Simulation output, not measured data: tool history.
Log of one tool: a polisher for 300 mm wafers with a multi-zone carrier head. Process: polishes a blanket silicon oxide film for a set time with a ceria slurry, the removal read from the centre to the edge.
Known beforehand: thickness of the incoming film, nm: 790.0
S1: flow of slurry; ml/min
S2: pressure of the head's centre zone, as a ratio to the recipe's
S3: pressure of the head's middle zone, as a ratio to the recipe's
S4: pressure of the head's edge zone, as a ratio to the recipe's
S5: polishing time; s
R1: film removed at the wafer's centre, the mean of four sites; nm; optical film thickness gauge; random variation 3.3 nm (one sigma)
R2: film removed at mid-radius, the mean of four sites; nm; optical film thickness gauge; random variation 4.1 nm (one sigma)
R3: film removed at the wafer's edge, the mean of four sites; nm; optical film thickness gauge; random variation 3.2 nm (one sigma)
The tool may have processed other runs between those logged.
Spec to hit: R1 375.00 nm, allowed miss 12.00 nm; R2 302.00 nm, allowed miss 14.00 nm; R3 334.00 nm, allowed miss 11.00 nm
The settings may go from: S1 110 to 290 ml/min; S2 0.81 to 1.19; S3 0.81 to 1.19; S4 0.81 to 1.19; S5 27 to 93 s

{"run": 1, "day": 0.0, "S1": 185, "S2": 1.0, "S3": 1.0, "S4": 1.0, "S5": 59, "R1": 238.04, "R2": 244.5, "R3": 245.28}
{"run": 2, "day": 0.025, "S1": 185, "S2": 0.93, "S3": 1.0, "S4": 1.0, "S5": 59, "R1": 226.42, "R2": 241.91, "R3": 251.96}
{"run": 3, "day": 0.367, "S1": 185, "S2": 0.93, "S3": 1.0, "S4": 1.0, "S5": 44, "R1": 167.42, "R2": 179.84, "R3": 183.78}
{"run": 4, "day": 0.392, "S1": 190, "S2": 0.96, "S3": 0.99, "S4": 1.01, "S5": 47, "R1": 184.42, "R2": 192.31, "R3": 198.93}
{"run": 5, "day": 0.442, "S1": 155, "S2": 0.96, "S3": 0.99, "S4": 1.01, "S5": 47, "R1": 178.73, "R2": 180.57, "R3": 196.86}
{"run": 6, "day": 0.604, "S1": 155, "S2": 0.88, "S3": 0.99, "S4": 1.01, "S5": 47, "R1": 164.21, "R2": 187.92, "R3": 196.4}
{"run": 7, "day": 0.912, "S1": 205, "S2": 0.98, "S3": 1.09, "S4": 1.09, "S5": 64, "R1": 257.92, "R2": 285.53, "R3": 277.55}
{"run": 8, "day": 1.258, "S1": 210, "S2": 1.0, "S3": 1.07, "S4": 1.1, "S5": 65, "R1": 271.15, "R2": 283.88, "R3": 289.2}

Which single option among these 5 for the next run brings every result within its allowed miss of target? Just one does.
{"run": "A", "day": 1.604, "S1": 215, "S2": 1.19, "S3": 0.95, "S4": 1.09, "S5": 75, "R1": "?", "R2": "?", "R3": "?"}
{"run": "B", "day": 1.604, "S1": 205, "S2": 1.17, "S3": 0.92, "S4": 1.09, "S5": 71, "R1": "?", "R2": "?", "R3": "?"}
{"run": "C", "day": 1.604, "S1": 210, "S2": 0.91, "S3": 1.18, "S4": 1.05, "S5": 54, "R1": "?", "R2": "?", "R3": "?"}
{"run": "D", "day": 1.604, "S1": 210, "S2": 0.96, "S3": 0.9, "S4": 1.19, "S5": 78, "R1": "?", "R2": "?", "R3": "?"}
{"run": "E", "day": 1.604, "S1": 175, "S2": 0.9, "S3": 1.17, "S4": 1.0, "S5": 59, "R1": "?", "R2": "?", "R3": "?"}

move=A R1=372.57 R2=303.23 R3=330.52
move=B R1=344.45 R2=277.77 R3=311.58
move=C R1=206.33 R2=262.18 R3=232.33
move=D R1=313.27 R2=300.86 R3=359.05
move=E R1=216.70 R2=277.20 R3=243.24
A: all results in spec
B: gains on the last run, yet a result remains outside its allowed miss
C: its largest miss is bigger than the last run's
D: gains on the last run, yet a result remains outside its allowed miss
E: its largest miss is bigger than the last run's
Move A is the one to make.
